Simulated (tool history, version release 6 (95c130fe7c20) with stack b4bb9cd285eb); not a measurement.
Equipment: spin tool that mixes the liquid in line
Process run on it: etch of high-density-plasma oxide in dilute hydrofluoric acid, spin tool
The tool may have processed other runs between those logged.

| run | hour | temperature setpoint of the liquid (K) | parts of water to one part of 49 % hydrofluoric acid (parts by volume) | time under the liquid (s) | thickness taken off the high-density-plasma oxide on a monitor wafer (angstrom) |
|---|---|---|---|---|---|
| 1 | 0 | 296.15 | 210 | 265 | 59.481 |
| 2 | 4.8 | 294.65 | 240 | 265 | 46.963 |
| 3 | 7.9 | 294.65 | 175 | 265 | 69.52 |
| 4 | 12.5 | 293.65 | 215 | 265 | 51.222 |
| 5 | 18.9 | 293.65 | 170 | 265 | 68 |
| 6 | 21.5 | 295.15 | 170 | 265 | 71.755 |
| 7 | 26.2 | 293.65 | 210 | 265 | 53.121 |
| 8 | 31.7 | 292.65 | 235 | 265 | 44.83 |
| 9 | 33.8 | 292.15 | 260 | 265 | 39.428 |
| 10 | 41.5 | 291.65 | 280 | 265 | 34.591 |
| 11 | 43.7 | 291.15 | 295 | 265 | 32.633 |
| 12 | 44.5 | 291.15 | 305 | 265 | 30.808 |
| 13 | 53.5 | 291.15 | 315 | 265 | 29.401 |
| 14 | 58 | 291.15 | 320 | 265 | 28.963 |
| 15 | 61.7 | 290.65 | 325 | 265 | 28.076 |
| 16 | 67.4 | 290.65 | 330 | 265 | 27.221 |

Run 17 is up next; what results do you expect?
| 17 | 70.4 | 290.65 | 335 | 265 | ? |

thickness taken off the high-density-plasma oxide on a monitor wafer (angstrom): 27.116
